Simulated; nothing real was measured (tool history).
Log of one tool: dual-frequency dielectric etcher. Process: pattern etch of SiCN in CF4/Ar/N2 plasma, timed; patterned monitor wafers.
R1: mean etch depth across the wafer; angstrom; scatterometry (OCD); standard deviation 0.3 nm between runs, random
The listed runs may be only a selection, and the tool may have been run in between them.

run 1 hour=0 | source_power_(kW)=0.32 bias_power_(kW)=0.059 Ar_flow_(sccm)=111 CF4_flow_(sccm)=62 etch_time_(s)=142 | R1=790.8
run 2 hour=3.3 | source_power_(kW)=0.32 bias_power_(kW)=0.059 Ar_flow_(sccm)=102 CF4_flow_(sccm)=62 etch_time_(s)=142 | R1=811.08
run 3 hour=4.7 | source_power_(kW)=0.32 bias_power_(kW)=0.052 Ar_flow_(sccm)=102 CF4_flow_(sccm)=62 etch_time_(s)=142 | R1=772.61
run 4 hour=10.7 | source_power_(kW)=0.3 bias_power_(kW)=0.051 Ar_flow_(sccm)=102 CF4_flow_(sccm)=62 etch_time_(s)=142 | R1=727.49
run 5 hour=17.4 | source_power_(kW)=0.34 bias_power_(kW)=0.051 Ar_flow_(sccm)=102 CF4_flow_(sccm)=62 etch_time_(s)=142 | R1=814.83
run 6 hour=26 | source_power_(kW)=0.34 bias_power_(kW)=0.051 Ar_flow_(sccm)=102 CF4_flow_(sccm)=62 etch_time_(s)=142 | R1=809.75
run 7 hour=32 | source_power_(kW)=0.31 bias_power_(kW)=0.05 Ar_flow_(sccm)=102 CF4_flow_(sccm)=62 etch_time_(s)=142 | R1=745.29
run 8 hour=39.2 | source_power_(kW)=0.29 bias_power_(kW)=0.05 Ar_flow_(sccm)=102 CF4_flow_(sccm)=62 etch_time_(s)=142 | R1=699.12
run 9 hour=44.1 | source_power_(kW)=0.28 bias_power_(kW)=0.05 Ar_flow_(sccm)=102 CF4_flow_(sccm)=62 etch_time_(s)=142 | R1=677.09

For run 10, what comes out?
run 10 hour=52.4 | source_power_(kW)=0.27 bias_power_(kW)=0.05 Ar_flow_(sccm)=102 CF4_flow_(sccm)=62 etch_time_(s)=142 | R1=?

R1: 658.64 angstrom
